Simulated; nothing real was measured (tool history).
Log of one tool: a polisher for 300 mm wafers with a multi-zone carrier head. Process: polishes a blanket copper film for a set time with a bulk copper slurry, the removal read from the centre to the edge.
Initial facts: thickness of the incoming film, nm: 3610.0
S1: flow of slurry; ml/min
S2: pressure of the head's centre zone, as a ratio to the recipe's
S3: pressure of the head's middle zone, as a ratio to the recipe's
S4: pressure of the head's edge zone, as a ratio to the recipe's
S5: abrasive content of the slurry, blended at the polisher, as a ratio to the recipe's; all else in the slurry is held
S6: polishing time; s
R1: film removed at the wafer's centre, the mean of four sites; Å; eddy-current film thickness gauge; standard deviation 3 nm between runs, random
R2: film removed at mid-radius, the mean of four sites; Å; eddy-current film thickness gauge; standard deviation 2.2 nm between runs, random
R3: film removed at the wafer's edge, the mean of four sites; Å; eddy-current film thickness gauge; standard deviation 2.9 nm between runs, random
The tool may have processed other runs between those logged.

{"run": 1, "hour": 0.0, "S1": 125, "S2": 1, "S3": 1, "S4": 1, "S5": 1, "S6": 48, "R1": 4392.3, "R2": 4420.2, "R3": 4477.5}
{"run": 2, "hour": 5.8, "S1": 115, "S2": 0.97, "S3": 0.99, "S4": 0.96, "S5": 0.85, "S6": 44, "R1": 3726.7, "R2": 3908.9, "R3": 3925}
{"run": 3, "hour": 7.0, "S1": 115, "S2": 0.97, "S3": 0.99, "S4": 0.96, "S5": 1, "S6": 44, "R1": 3816, "R2": 4006, "R3": 4042.6}
{"run": 4, "hour": 9.1, "S1": 110, "S2": 0.95, "S3": 0.98, "S4": 0.94, "S5": 0.85, "S6": 40, "R1": 3253.7, "R2": 3553.9, "R3": 3461.7}
{"run": 5, "hour": 14.4, "S1": 110, "S2": 0.95, "S3": 0.98, "S4": 0.94, "S5": 0.85, "S6": 33, "R1": 2715.2, "R2": 2941.4, "R3": 2875.5}
{"run": 6, "hour": 22.6, "S1": 110, "S2": 0.95, "S3": 0.9, "S4": 0.94, "S5": 0.85, "S6": 33, "R1": 2770.5, "R2": 2730.8, "R3": 2953.3}
{"run": 7, "hour": 23.4, "S1": 105, "S2": 0.94, "S3": 0.91, "S4": 0.92, "S5": 0.8, "S6": 33, "R1": 2632.7, "R2": 2667.3, "R3": 2791.8}
{"run": 8, "hour": 31.6, "S1": 100, "S2": 0.93, "S3": 0.92, "S4": 0.91, "S5": 0.8, "S6": 33, "R1": 2515.6, "R2": 2663.5, "R3": 2779.1}
{"run": 9, "hour": 37.3, "S1": 100, "S2": 0.93, "S3": 0.92, "S4": 0.91, "S5": 0.8, "S6": 33, "R1": 2525.3, "R2": 2629.1, "R3": 2755.8}
{"run": 10, "hour": 42.5, "S1": 100, "S2": 0.93, "S3": 0.93, "S4": 0.9, "S5": 0.8, "S6": 33, "R1": 2511.5, "R2": 2696.8, "R3": 2723.1}

For run 11, what comes out?
{"run": 11, "hour": 50.5, "S1": 85, "S2": 0.91, "S3": 0.93, "S4": 0.89, "S5": 0.8, "S6": 33, "R1": "?", "R2": "?", "R3": "?"}

{"run 11": {"R1": 2369, "R2": 2522.6, "R3": 2686.5}}
